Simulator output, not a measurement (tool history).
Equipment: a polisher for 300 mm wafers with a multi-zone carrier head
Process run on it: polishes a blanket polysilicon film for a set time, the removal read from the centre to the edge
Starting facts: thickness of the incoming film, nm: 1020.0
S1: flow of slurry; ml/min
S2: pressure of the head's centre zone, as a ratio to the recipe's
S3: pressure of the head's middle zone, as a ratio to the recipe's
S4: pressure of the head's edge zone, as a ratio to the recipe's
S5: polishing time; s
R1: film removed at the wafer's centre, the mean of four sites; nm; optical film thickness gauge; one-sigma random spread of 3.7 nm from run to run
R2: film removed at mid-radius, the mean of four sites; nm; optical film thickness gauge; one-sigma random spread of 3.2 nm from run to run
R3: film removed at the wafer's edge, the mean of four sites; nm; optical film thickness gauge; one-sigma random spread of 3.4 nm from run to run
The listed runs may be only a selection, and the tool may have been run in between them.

{"run": 1, "day": 0.0, "S1": 210, "S2": 1, "S3": 1, "S4": 1, "S5": 40, "R1": 334.31, "R2": 349.08, "R3": 341.27}
{"run": 2, "day": 0.158, "S1": 215, "S2": 0.99, "S3": 1.02, "S4": 1, "S5": 40, "R1": 342.08, "R2": 358.57, "R3": 349.82}
{"run": 3, "day": 0.517, "S1": 215, "S2": 0.99, "S3": 0.99, "S4": 1, "S5": 40, "R1": 339.88, "R2": 351.32, "R3": 346.44}
{"run": 4, "day": 0.788, "S1": 215, "S2": 0.99, "S3": 0.99, "S4": 1, "S5": 33, "R1": 277.41, "R2": 294.07, "R3": 281.99}
{"run": 5, "day": 0.821, "S1": 230, "S2": 0.98, "S3": 1.03, "S4": 1.03, "S5": 34, "R1": 293.15, "R2": 311.92, "R3": 296.05}
{"run": 6, "day": 1.104, "S1": 235, "S2": 0.96, "S3": 1.06, "S4": 1.04, "S5": 35, "R1": 290.76, "R2": 327.8, "R3": 313.82}
{"run": 7, "day": 1.458, "S1": 245, "S2": 0.96, "S3": 1.09, "S4": 1.04, "S5": 35, "R1": 295.8, "R2": 338.53, "R3": 303.06}
{"run": 8, "day": 1.488, "S1": 250, "S2": 0.92, "S3": 1.12, "S4": 1.14, "S5": 40, "R1": 316.2, "R2": 391.33, "R3": 360.98}
{"day": 1.796, "done": "worn pad replaced by a new one"}
{"run": 9, "day": 1.796, "S1": 250, "S2": 0.92, "S3": 1.12, "S4": 1.13, "S5": 40, "R1": 352.52, "R2": 431.84, "R3": 397.53}

Predict the results of run 10:
{"run": 10, "day": 1.821, "S1": 215, "S2": 1, "S3": 1.19, "S4": 1.19, "S5": 36, "R1": "?", "R2": "?", "R3": "?"}

Run 10 measured R1 337.58 nm, R2 399.01 nm, R3 360.1 nm.
